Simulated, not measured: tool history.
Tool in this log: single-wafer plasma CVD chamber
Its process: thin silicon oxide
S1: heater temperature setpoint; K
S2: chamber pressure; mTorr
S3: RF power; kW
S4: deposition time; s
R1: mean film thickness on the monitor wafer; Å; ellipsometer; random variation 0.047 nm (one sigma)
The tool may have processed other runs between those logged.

{"run": 1, "hour": 0.0, "S1": 683.15, "S2": 916, "S3": 0.25, "S4": 5.91, "R1": 108.08}
{"run": 2, "hour": 4.4, "S1": 683.15, "S2": 870, "S3": 0.25, "S4": 5.91, "R1": 105.31}
{"run": 3, "hour": 10.1, "S1": 675.15, "S2": 870, "S3": 0.25, "S4": 5.91, "R1": 105.22}
{"run": 4, "hour": 12.1, "S1": 682.15, "S2": 870, "S3": 0.25, "S4": 5.91, "R1": 104.89}
{"run": 5, "hour": 14.8, "S1": 691.15, "S2": 870, "S3": 0.25, "S4": 5.91, "R1": 104.48}
{"run": 6, "hour": 20.2, "S1": 691.15, "S2": 829, "S3": 0.25, "S4": 5.91, "R1": 101.64}

Estimate the outcome of run 7 from the log above:
{"run": 7, "hour": 25.0, "S1": 691.15, "S2": 793, "S3": 0.25, "S4": 5.91, "R1": "?"}

Run 7 came out at R1 100.21 Å.

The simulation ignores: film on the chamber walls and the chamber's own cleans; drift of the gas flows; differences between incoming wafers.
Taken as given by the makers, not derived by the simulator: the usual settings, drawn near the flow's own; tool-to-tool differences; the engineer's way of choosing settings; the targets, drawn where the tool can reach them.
